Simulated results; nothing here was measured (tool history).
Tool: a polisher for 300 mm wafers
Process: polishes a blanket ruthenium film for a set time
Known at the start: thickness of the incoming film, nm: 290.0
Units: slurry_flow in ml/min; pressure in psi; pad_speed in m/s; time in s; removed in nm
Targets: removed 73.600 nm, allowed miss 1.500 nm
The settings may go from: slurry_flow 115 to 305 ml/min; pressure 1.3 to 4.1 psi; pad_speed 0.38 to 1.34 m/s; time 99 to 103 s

Run 1, day 0.000: slurry_flow 195 ml/min, pressure 2.7 psi, pad_speed 0.86 m/s, time 99 s. Result: removed 141.330 nm.
Run 2, day 0.296: slurry_flow 185 ml/min, pressure 2.4 psi, pad_speed 0.84 m/s, time 99 s. Result: removed 122.140 nm.
Run 3, day 0.379: slurry_flow 185 ml/min, pressure 2.4 psi, pad_speed 0.84 m/s, time 103 s. Result: removed 127.490 nm.
Run 4, day 0.408: slurry_flow 185 ml/min, pressure 2.7 psi, pad_speed 0.84 m/s, time 103 s. Result: removed 142.590 nm.
Run 5, day 0.608: slurry_flow 175 ml/min, pressure 2.4 psi, pad_speed 0.82 m/s, time 103 s. Result: removed 125.010 nm.
Run 6, day 0.850: slurry_flow 175 ml/min, pressure 1.9 psi, pad_speed 0.82 m/s, time 103 s. Result: removed 98.997 nm.
Run 7, day 1.058: slurry_flow 170 ml/min, pressure 1.8 psi, pad_speed 0.82 m/s, time 103 s. Result: removed 93.621 nm.
Run 8, day 1.200: slurry_flow 170 ml/min, pressure 1.8 psi, pad_speed 0.82 m/s, time 103 s. Result: removed 93.904 nm.
Run 9, day 1.504: slurry_flow 160 ml/min, pressure 1.7 psi, pad_speed 0.82 m/s, time 103 s. Result: removed 87.685 nm.
Run 10, day 1.700: slurry_flow 150 ml/min, pressure 1.6 psi, pad_speed 0.82 m/s, time 103 s. Result: removed 81.231 nm.
Run 11, day 1.775: slurry_flow 140 ml/min, pressure 1.6 psi, pad_speed 0.82 m/s, time 103 s. Result: removed 80.929 nm.
Run 12, day 1.938: slurry_flow 135 ml/min, pressure 1.6 psi, pad_speed 0.82 m/s, time 103 s. Result: removed 80.208 nm.
Run 13, day 2.204: slurry_flow 135 ml/min, pressure 1.6 psi, pad_speed 0.82 m/s, time 103 s. Result: removed 81.162 nm.
Run 14, day 2.571: slurry_flow 130 ml/min, pressure 1.6 psi, pad_speed 0.82 m/s, time 103 s. Result: removed 80.119 nm.
Run 15, day 2.646: slurry_flow 125 ml/min, pressure 1.6 psi, pad_speed 0.82 m/s, time 103 s. Result: removed 79.797 nm.
Run 16, day 2.788: slurry_flow 120 ml/min, pressure 1.4 psi, pad_speed 0.82 m/s, time 103 s. Result: removed 68.844 nm.

4 next moves are on the table. One of them brings every result within its allowed miss. Which?
Run A, day 2.929: slurry_flow 170 ml/min, pressure 1.4 psi, pad_speed 0.74 m/s, time 102 s. Result: removed ?.
Run B, day 2.929: slurry_flow 120 ml/min, pressure 1.5 psi, pad_speed 0.86 m/s, time 103 s. Result: removed ?.
Run C, day 2.929: slurry_flow 130 ml/min, pressure 1.5 psi, pad_speed 0.86 m/s, time 103 s. Result: removed ?.
Run D, day 2.929: slurry_flow 115 ml/min, pressure 1.6 psi, pad_speed 0.80 m/s, time 99 s. Result: removed ?.

move  removed
   A   65.822
   B   77.163
   C   78.393
   D   72.866
A: further off than the last run
B: takes the result that was furthest off past its target
C: takes the result that was furthest off past its target
D: meets every target
Answer: D
